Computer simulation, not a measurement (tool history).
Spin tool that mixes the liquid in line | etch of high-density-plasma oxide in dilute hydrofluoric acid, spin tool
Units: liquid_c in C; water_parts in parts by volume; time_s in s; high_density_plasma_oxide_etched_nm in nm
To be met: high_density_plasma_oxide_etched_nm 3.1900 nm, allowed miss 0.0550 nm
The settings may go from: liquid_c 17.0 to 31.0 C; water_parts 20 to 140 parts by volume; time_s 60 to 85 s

run,hour,liquid_c,water_parts,time_s,high_density_plasma_oxide_etched_nm
1,0.0,23.0,75,85,5.5719
2,4.4,23.0,75,60,3.8766
3,9.4,22.0,75,60,3.7875
4,14.4,21.5,75,60,3.6784
5,16.0,21.5,75,60,3.6726
6,23.1,21.5,75,85,5.2589
7,25.4,21.5,75,85,5.2338
8,31.4,20.5,80,85,4.6689
# hour 38.1: hydrofluoric acid flow meter replaced
9,38.1,17.0,100,85,3.5229
10,42.1,17.0,105,85,3.3663

Which of these 4 next moves meets every target?
A,46.1,17.5,105,75,?
B,46.1,19.5,110,80,?
C,46.1,17.0,115,85,?
D,46.1,17.0,110,85,?

move,high_density_plasma_oxide_etched_nm
A,3.0214
B,3.3244
C,3.0304
D,3.1843
A: takes the result that was furthest off past its target
B: nearer than the last run, and not there yet
C: takes the result that was furthest off past its target
D: meets every target
The right move is D.

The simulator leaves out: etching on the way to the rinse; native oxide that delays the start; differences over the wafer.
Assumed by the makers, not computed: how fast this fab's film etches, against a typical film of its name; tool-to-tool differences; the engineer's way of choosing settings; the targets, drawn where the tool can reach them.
